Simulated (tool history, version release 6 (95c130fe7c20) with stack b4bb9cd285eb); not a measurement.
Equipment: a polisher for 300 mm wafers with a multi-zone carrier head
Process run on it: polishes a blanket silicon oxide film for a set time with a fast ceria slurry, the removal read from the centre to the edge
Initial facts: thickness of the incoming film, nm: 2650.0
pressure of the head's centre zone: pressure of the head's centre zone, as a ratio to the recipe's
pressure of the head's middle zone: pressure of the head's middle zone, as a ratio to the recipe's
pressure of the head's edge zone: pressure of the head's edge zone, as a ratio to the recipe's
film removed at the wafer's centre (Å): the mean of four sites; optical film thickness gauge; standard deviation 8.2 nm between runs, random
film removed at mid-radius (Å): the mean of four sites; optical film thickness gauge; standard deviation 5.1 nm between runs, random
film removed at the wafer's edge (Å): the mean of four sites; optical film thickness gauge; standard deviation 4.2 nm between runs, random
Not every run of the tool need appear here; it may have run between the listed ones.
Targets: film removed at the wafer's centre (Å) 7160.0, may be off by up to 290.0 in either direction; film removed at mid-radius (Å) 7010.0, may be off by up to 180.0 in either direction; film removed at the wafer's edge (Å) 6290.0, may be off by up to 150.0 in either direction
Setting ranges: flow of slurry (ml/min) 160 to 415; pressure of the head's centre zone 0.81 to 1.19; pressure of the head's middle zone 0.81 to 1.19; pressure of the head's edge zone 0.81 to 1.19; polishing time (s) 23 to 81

run,hour,flow of slurry (ml/min),pressure of the head's centre zone,pressure of the head's middle zone,pressure of the head's edge zone,polishing time (s),film removed at the wafer's centre (Å),film removed at mid-radius (Å),film removed at the wafer's edge (Å)
1,0.0,265,1.00,1.00,1.00,52,9908.7,9720.3,9594.0
2,8.0,265,1.00,1.07,1.00,52,9756.9,10357.0,9562.9
3,13.1,265,1.01,1.06,0.96,47,9183.2,9408.7,8437.8
4,14.9,265,1.05,1.06,0.96,47,9380.2,9364.6,8515.1
5,22.7,265,0.97,1.06,0.96,47,8634.6,9412.5,8616.6
6,31.6,240,0.97,1.06,0.96,47,8559.5,9339.2,8416.7
7,37.6,225,0.97,1.03,0.93,44,7895.4,8328.9,7843.2
8,42.8,225,0.99,1.03,0.90,42,7835.8,8028.1,7348.3
9,46.1,220,0.99,1.02,0.88,41,7704.7,7761.3,7096.9
10,49.9,215,0.99,1.02,0.86,40,7372.1,7555.8,6837.4
11,58.0,210,1.00,1.02,0.85,39,7177.1,7238.4,6580.5
12,66.2,200,1.01,1.02,0.84,39,7234.3,7153.2,6603.1
13,72.2,200,1.02,1.02,0.83,39,7268.3,7264.4,6512.3
14,74.0,195,1.03,1.02,0.82,39,7337.4,7171.8,6449.9
15,79.2,190,1.03,1.02,0.82,39,7269.1,7099.2,6466.2

Next run, 5 choices. One meets every target within its allowed miss, the rest don't. Which?
A,84.4,165,1.04,0.99,0.96,40,?,?,?
B,84.4,265,1.07,1.04,0.81,38,?,?,?
C,84.4,200,0.98,1.06,0.81,38,?,?,?
D,84.4,255,1.02,1.02,0.82,37,?,?,?
E,84.4,210,1.07,1.03,0.81,40,?,?,?

move,film removed at the wafer's centre (Å),film removed at mid-radius (Å),film removed at the wafer's edge (Å)
A,7185.1,7032.9,6925.2
B,7658.1,7521.0,6545.5
C,6703.2,7347.0,6351.0
D,7067.4,7171.4,6379.1
E,7776.6,7603.9,6727.4
A: the biggest miss grows against the last run
B: the biggest miss grows against the last run
C: brings the last run's worst result on target, with another outside its allowed miss
D: every result within its allowed miss
E: the biggest miss grows against the last run
The right move is D.
